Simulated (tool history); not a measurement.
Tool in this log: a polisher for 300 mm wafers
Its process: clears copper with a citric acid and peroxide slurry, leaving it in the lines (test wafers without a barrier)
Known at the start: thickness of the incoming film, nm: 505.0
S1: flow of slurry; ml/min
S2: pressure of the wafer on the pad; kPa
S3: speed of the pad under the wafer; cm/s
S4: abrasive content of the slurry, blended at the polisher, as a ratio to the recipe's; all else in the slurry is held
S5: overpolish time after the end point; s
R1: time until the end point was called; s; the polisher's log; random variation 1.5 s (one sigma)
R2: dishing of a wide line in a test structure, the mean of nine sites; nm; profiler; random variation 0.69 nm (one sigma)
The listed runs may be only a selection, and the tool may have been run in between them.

| run | hour | S1 | S2 | S3 | S4 | S5 | R1 | R2 |
|---|---|---|---|---|---|---|---|---|
| 1 | 0.0 | 195 | 26.2 | 108 | 1.00 | 22 | 175.00 | 42.589 |
| 2 | 3.7 | 195 | 29.0 | 116 | 1.00 | 18 | 151.87 | 43.069 |
| 3 | 6.3 | 195 | 29.0 | 116 | 1.00 | 24 | 152.90 | 57.708 |
| 4 | 9.1 | 195 | 29.0 | 116 | 1.00 | 19 | 150.58 | 44.706 |
| 5 | 15.8 | 195 | 23.4 | 116 | 1.00 | 19 | 188.22 | 36.149 |
| 6 | 23.3 | 195 | 23.4 | 116 | 0.90 | 19 | 188.93 | 36.873 |
| 7 | 26.2 | 225 | 28.3 | 112 | 1.05 | 16 | 151.42 | 38.715 |

What will run 8 give?
| 8 | 34.6 | 245 | 31.7 | 104 | 1.20 | 13 | ? | ? |

R1: 142.68 s
R2: 32.835 nm

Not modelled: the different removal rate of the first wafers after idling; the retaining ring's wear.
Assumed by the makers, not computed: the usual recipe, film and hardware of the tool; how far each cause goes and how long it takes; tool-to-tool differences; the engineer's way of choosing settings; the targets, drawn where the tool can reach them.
